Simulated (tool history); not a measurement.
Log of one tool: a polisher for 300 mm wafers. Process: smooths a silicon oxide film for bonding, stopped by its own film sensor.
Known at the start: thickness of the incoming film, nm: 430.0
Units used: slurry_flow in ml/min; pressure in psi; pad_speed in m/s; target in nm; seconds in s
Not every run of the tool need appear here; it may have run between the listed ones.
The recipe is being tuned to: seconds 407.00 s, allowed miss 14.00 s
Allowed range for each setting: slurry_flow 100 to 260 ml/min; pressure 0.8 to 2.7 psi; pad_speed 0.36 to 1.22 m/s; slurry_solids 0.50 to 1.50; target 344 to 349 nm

run  hour  slurry_flow  pressure  pad_speed  slurry_solids  target  seconds
  1   0.0          165       1.7       0.78           1.00     349   170.61
  2   9.0          165       1.6       0.74           1.00     349   191.05
  3  15.3          165       1.6       0.74           1.00     349   190.96
  4  21.7          165       1.5       0.72           1.00     349   207.67
     27.9  -- worn pad replaced by a new one
  5  27.9          165       1.5       0.60           1.00     349   221.56
  6  34.3          165       1.4       0.58           1.00     349   241.73
  7  36.7          165       1.3       0.56           1.00     349   261.81
  8  38.7          165       1.2       0.54           1.00     349   291.82
  9  47.0          165       1.1       0.54           1.00     349   319.82
 10  54.8          165       1.1       0.54           1.00     349   317.59
 11  57.5          155       0.9       0.54           1.00     349   378.68
 12  63.3          150       0.9       0.54           1.00     349   377.73
 13  71.0          145       0.9       0.54           1.00     349   379.94
 14  75.5          140       0.9       0.54           1.00     349   379.81
 15  80.4          135       0.8       0.54           1.00     349   423.59
 16  89.2          145       0.8       0.54           1.00     349   423.64

Exercise: of the 4 proposed moves below, exactly one satisfies all targets within the stated allowed misses. Which move is it?
  A  98.0          120       1.0       0.38           1.05     349        ?
  B  98.0          160       0.8       0.56           0.95     344        ?
  C  98.0          165       0.9       0.46           0.95     349        ?
  D  98.0          105       0.8       0.70           0.85     347        ?

move  seconds
   A   456.11
   B   438.08
   C   431.31
   D   410.79
A: further off than the last run
B: further off than the last run
C: further off than the last run
D: meets every target
Go with D: it meets all targets.

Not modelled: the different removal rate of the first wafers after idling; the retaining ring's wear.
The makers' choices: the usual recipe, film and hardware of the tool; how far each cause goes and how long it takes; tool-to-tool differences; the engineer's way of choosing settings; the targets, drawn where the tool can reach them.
